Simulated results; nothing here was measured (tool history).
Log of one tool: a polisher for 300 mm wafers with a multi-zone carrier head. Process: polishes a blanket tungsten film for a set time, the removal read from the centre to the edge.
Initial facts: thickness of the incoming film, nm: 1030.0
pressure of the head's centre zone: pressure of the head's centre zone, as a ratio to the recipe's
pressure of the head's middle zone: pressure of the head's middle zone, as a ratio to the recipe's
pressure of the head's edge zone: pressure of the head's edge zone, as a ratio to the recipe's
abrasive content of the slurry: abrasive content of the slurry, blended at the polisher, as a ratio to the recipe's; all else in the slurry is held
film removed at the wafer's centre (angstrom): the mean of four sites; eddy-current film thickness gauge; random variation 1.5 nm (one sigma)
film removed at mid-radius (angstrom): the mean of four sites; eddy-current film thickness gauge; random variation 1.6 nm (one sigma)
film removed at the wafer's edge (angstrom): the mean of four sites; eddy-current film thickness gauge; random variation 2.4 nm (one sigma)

| run | day | flow of slurry (ml/min) | pressure of the head's centre zone | pressure of the head's middle zone | pressure of the head's edge zone | abrasive content of the slurry | polishing time (s) | film removed at the wafer's centre (angstrom) | film removed at mid-radius (angstrom) | film removed at the wafer's edge (angstrom) |
|---|---|---|---|---|---|---|---|---|---|---|
| 1 | 0 | 235 | 1 | 1 | 1 | 1 | 44 | 2663.1 | 2646.9 | 2540.3 |
| 2 | 0.083 | 235 | 0.94 | 1 | 1 | 1 | 44 | 2505.7 | 2673.7 | 2642.7 |
| 3 | 0.392 | 195 | 0.94 | 1 | 1 | 1 | 44 | 2411.8 | 2530.7 | 2480.9 |
| 4 | 0.462 | 195 | 0.94 | 1.07 | 1 | 1 | 44 | 2422.7 | 2744.1 | 2576.7 |
| 5 | 0.792 | 195 | 0.94 | 1.13 | 1 | 1 | 44 | 2472.1 | 2831.5 | 2440.1 |
| 6 | 0.979 | 195 | 0.94 | 1.07 | 1 | 1 | 44 | 2411.9 | 2756.5 | 2513.4 |
| 7 | 1.096 | 195 | 0.94 | 1.07 | 1 | 1 | 44 | 2418.1 | 2768.2 | 2565 |
| 8 | 1.308 | 175 | 0.86 | 0.97 | 0.94 | 0.75 | 32 | 1480.9 | 1674.8 | 1653.1 |

What does the tool deliver on the next run?
| 9 | 1.583 | 170 | 0.86 | 0.96 | 0.94 | 0.75 | 32 | ? | ? | ? |

{"run 9": {"film removed at the wafer's centre (angstrom)": 1474.6, "film removed at mid-radius (angstrom)": 1660.4, "film removed at the wafer's edge (angstrom)": 1681.2}}
